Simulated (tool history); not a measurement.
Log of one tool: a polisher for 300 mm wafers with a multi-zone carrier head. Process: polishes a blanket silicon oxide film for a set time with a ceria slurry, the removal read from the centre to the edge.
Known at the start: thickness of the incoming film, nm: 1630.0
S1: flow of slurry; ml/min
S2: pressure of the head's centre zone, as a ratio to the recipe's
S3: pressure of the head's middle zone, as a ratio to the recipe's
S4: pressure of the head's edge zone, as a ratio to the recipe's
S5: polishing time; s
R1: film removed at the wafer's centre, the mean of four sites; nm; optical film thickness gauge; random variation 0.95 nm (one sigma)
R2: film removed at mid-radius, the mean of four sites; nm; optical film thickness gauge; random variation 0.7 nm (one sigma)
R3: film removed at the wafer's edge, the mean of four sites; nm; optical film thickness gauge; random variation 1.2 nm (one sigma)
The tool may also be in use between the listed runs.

Run 1, hour 0: S1 300 ml/min, S2 1, S3 1, S4 1, S5 43 s. Result: R1 148.8 nm, R2 151.72 nm, R3 145.68 nm.
Run 2, hour 3.8: S1 285 ml/min, S2 0.94, S3 0.95, S4 1.02, S5 39 s. Result: R1 122.79 nm, R2 129.63 nm, R3 133.29 nm.
Run 3, hour 5.4: S1 355 ml/min, S2 0.94, S3 0.95, S4 1.02, S5 39 s. Result: R1 128.59 nm, R2 132.69 nm, R3 135.22 nm.
Run 4, hour 7.8: S1 355 ml/min, S2 0.87, S3 0.95, S4 1.02, S5 39 s. Result: R1 117.1 nm, R2 134.06 nm, R3 136.82 nm.
Run 5, hour 16.8: S1 295 ml/min, S2 0.87, S3 0.95, S4 1.02, S5 39 s. Result: R1 115.46 nm, R2 132.73 nm, R3 130.67 nm.
Run 6, hour 23.5: S1 295 ml/min, S2 0.81, S3 0.95, S4 1.02, S5 39 s. Result: R1 108.97 nm, R2 130.59 nm, R3 133.03 nm.
Run 7, hour 30.8: S1 285 ml/min, S2 0.81, S3 0.91, S4 1.03, S5 36 s. Result: R1 101.14 nm, R2 116.53 nm, R3 126.59 nm.
Run 8, hour 38: S1 275 ml/min, S2 0.81, S3 0.89, S4 1.02, S5 34 s. Result: R1 93.264 nm, R2 107.95 nm, R3 116.24 nm.
Run 9, hour 45.2: S1 265 ml/min, S2 0.81, S3 0.86, S4 1.01, S5 34 s. Result: R1 92.249 nm, R2 102.69 nm, R3 116.09 nm.

Run 10 comes next. What will it give?
Run 10, hour 53.6: S1 255 ml/min, S2 0.81, S3 0.85, S4 1, S5 34 s. Result: R1 ?, R2 ?, R3 ?.

R1: 90.089 nm
R2: 103.35 nm
R3: 115.08 nm
